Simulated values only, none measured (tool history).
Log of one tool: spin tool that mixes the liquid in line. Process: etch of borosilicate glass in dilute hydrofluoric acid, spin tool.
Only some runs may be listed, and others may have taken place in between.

run    day  temperature setpoint of the liquid (K)  parts of water to one part of 49 % hydrofluoric acid (parts by volume)  time under the liquid (s)  thickness taken off the borosilicate glass on a monitor wafer (Å)
  1      0                                  299.15                                                                     115                         15                                                             38.551
  2  0.162                                  300.15                                                                     110                         15                                                              42.31
  3  0.254                                  298.15                                                                     110                         15                                                             39.537
  4    0.3                                  299.15                                                                     105                         15                                                             42.551
  5  0.567                                  296.15                                                                     105                         15                                                               37.6
  6  0.829                                  296.15                                                                      75                         15                                                             55.414
  7  0.888                                  297.15                                                                      75                         15                                                             57.392

Expected results for the next run?
  8  1.192                                  298.15                                                                      75                         15                                                                  ?

Run 8 produced thickness taken off the borosilicate glass on a monitor wafer (Å) 59.367.
